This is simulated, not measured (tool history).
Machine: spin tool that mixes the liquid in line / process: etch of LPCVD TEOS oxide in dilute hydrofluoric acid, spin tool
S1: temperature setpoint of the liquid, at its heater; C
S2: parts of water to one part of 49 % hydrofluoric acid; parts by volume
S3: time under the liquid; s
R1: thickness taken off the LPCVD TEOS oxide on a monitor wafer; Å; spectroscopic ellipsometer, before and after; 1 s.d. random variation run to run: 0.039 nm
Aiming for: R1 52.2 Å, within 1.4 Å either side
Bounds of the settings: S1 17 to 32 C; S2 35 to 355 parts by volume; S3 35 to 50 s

run    day    S1   S2  S3      R1
  1      0    24  195  50  75.733
  2  0.204  22.5  200  50  68.688
  3  0.412  22.5  200  50  69.186
  4  0.638  22.5  175  50  80.731
  5  0.962  22.5  210  50  65.273
  6  1.267  21.5  210  50  62.265
  7  1.562  20.5  210  50  60.301
  8  1.767    20  210  50  58.873
  9  2.058  19.5  210  50  57.948
 10   2.15    19  210  50  57.269
 11  2.275  18.5  210  50  56.056

Exactly one of the 4 candidate moves below puts every result within its allowed miss. Which one?
  A  2.4  17.5  180  50   ?
  B  2.4    17  225  50   ?
  C  2.4    17  210  50   ?
  D  2.4  18.5  200  50   ?

move      R1
   A  64.205
   B  48.314
   C  52.468
   D  58.995
A: lands further from the targets than the last run did
B: takes the result that was furthest off past its target
C: all results land within tolerance of their targets
D: lands further from the targets than the last run did
Go with C: it meets all targets.
